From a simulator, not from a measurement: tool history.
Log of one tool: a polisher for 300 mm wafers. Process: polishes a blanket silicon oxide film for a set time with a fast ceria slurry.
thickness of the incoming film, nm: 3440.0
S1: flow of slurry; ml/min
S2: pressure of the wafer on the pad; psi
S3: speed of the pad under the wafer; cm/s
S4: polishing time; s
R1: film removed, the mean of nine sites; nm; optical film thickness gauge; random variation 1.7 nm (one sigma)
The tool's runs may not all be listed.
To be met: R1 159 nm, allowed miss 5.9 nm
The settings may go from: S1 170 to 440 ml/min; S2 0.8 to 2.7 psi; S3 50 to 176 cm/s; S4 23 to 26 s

{"run": 1, "hour": 0.0, "S1": 280, "S2": 1.7, "S3": 112, "S4": 26, "R1": 330.05}
{"run": 2, "hour": 2.8, "S1": 280, "S2": 1.6, "S3": 110, "S4": 26, "R1": 299.3}
{"run": 3, "hour": 7.2, "S1": 280, "S2": 1.5, "S3": 108, "S4": 26, "R1": 278.48}
{"run": 4, "hour": 8.6, "S1": 280, "S2": 1.4, "S3": 106, "S4": 26, "R1": 253.92}
{"run": 5, "hour": 12.0, "S1": 280, "S2": 1.4, "S3": 106, "S4": 26, "R1": 256.71}
{"run": 6, "hour": 19.2, "S1": 280, "S2": 1.4, "S3": 130, "S4": 26, "R1": 313.26}
{"run": 7, "hour": 23.9, "S1": 280, "S2": 1.3, "S3": 126, "S4": 26, "R1": 281.32}
{"run": 8, "hour": 28.3, "S1": 280, "S2": 1.2, "S3": 122, "S4": 26, "R1": 250.35}
{"run": 9, "hour": 36.3, "S1": 280, "S2": 1.1, "S3": 120, "S4": 26, "R1": 228.85}
{"run": 10, "hour": 43.6, "S1": 280, "S2": 1.1, "S3": 118, "S4": 26, "R1": 224.75}
{"run": 11, "hour": 52.6, "S1": 280, "S2": 1.1, "S3": 116, "S4": 26, "R1": 222.13}
{"run": 12, "hour": 60.8, "S1": 280, "S2": 1.1, "S3": 114, "S4": 26, "R1": 216.75}
{"run": 13, "hour": 63.3, "S1": 280, "S2": 0.8, "S3": 98, "S4": 26, "R1": 138.67}

Which of these 4 next moves meets every target?
{"run": "A", "hour": 65.8, "S1": 280, "S2": 0.9, "S3": 98, "S4": 25, "R1": "?"}
{"run": "B", "hour": 65.8, "S1": 300, "S2": 1.1, "S3": 90, "S4": 26, "R1": "?"}
{"run": "C", "hour": 65.8, "S1": 260, "S2": 0.8, "S3": 112, "S4": 26, "R1": "?"}
{"run": "D", "hour": 65.8, "S1": 295, "S2": 0.8, "S3": 100, "S4": 26, "R1": "?"}

move=A R1=149.91
move=B R1=175
move=C R1=157.5
move=D R1=143.06
A: nearer than the last run, and not there yet
B: takes the result that was furthest off past its target
C: meets every target
D: nearer than the last run, and not there yet
The right move is C.
